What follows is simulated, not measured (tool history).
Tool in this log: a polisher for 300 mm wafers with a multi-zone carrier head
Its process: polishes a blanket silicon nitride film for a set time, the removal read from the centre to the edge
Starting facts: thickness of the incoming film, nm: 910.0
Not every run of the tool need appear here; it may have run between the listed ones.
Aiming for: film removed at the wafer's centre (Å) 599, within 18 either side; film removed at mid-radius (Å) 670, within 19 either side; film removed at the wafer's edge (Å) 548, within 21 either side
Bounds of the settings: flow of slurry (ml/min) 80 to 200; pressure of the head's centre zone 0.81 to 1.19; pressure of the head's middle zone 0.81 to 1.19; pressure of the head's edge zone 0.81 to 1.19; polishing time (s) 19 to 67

run	hour	flow of slurry (ml/min)	pressure of the head's centre zone	pressure of the head's middle zone	pressure of the head's edge zone	polishing time (s)	film removed at the wafer's centre (Å)	film removed at mid-radius (Å)	film removed at the wafer's edge (Å)
1	0	130	1	1	1	43	704.8	739.86	711.54
2	5.1	125	1	1.02	0.96	42	672.74	721.55	676.92
3	6.8	145	1	1.02	0.96	42	712.88	753.1	689.72
4	8.8	140	1.01	1.04	0.92	41	686.08	739.94	656.52
5	16	140	1.01	1.04	0.92	32	544.53	580.18	507.55
6	19.9	150	1.01	1.05	0.93	32	552.78	587.18	516.84
7	20.7	160	1.01	1.07	0.93	32	560.01	604.89	540.46
8	26.1	180	1.07	1.17	0.83	32	593.75	665.24	512.99
9	31.8	180	1.06	1.17	0.85	32	592.82	658.05	516.63

Consider the 5 candidate settings below. Which is the only one whose results all fall within their allowed miss of target?
A	37.5	190	1	1.1	0.85	34	?	?	?
B	37.5	160	1.08	1.19	0.81	31	?	?	?
C	37.5	200	0.99	1.19	0.9	34	?	?	?
D	37.5	170	1.09	1.14	0.82	32	?	?	?
E	37.5	175	1.08	1.18	0.81	31	?	?	?

move	film removed at the wafer's centre (Å)	film removed at mid-radius (Å)	film removed at the wafer's edge (Å)
A	600	669.64	547.9
B	572.92	634.72	478.41
C	599.41	722.03	564.76
D	603.87	638.07	500.66
E	582.92	639.94	483.88
A: in spec on every target
B: moves away from the targets compared with the last run
C: brings the result that was furthest off to its target, and leaves another outside
D: moves away from the targets compared with the last run
E: moves away from the targets compared with the last run
Correct choice: A, which meets every target
